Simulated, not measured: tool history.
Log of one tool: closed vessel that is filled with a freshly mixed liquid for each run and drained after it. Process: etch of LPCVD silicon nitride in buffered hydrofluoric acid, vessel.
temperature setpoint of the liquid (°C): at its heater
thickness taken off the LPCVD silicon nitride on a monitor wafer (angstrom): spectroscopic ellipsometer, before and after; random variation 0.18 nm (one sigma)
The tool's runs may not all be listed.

| run | hour | temperature setpoint of the liquid (°C) | parts of 40 % ammonium fluoride to one part of 49 % hydrofluoric acid (parts by volume) | time in the liquid (s) | thickness taken off the LPCVD silicon nitride on a monitor wafer (angstrom) |
|---|---|---|---|---|---|
| 1 | 0 | 25 | 14 | 780 | 86.892 |
| 2 | 5.5 | 25 | 17 | 780 | 71.57 |
| 3 | 7.3 | 25 | 19.5 | 780 | 62.871 |
| 4 | 10.7 | 26.5 | 19.5 | 780 | 68.327 |
| 5 | 17.2 | 26.5 | 19.5 | 780 | 68.139 |
| 6 | 23 | 29.5 | 19.5 | 780 | 79.635 |
| 7 | 28.3 | 30 | 16 | 785 | 100.19 |
| 8 | 31.9 | 30.5 | 13.5 | 790 | 121.27 |

Forecast run 9:
| 9 | 33.3 | 31 | 11.5 | 795 | ? |

Run 9 gave thickness taken off the LPCVD silicon nitride on a monitor wafer (angstrom) 146.13.
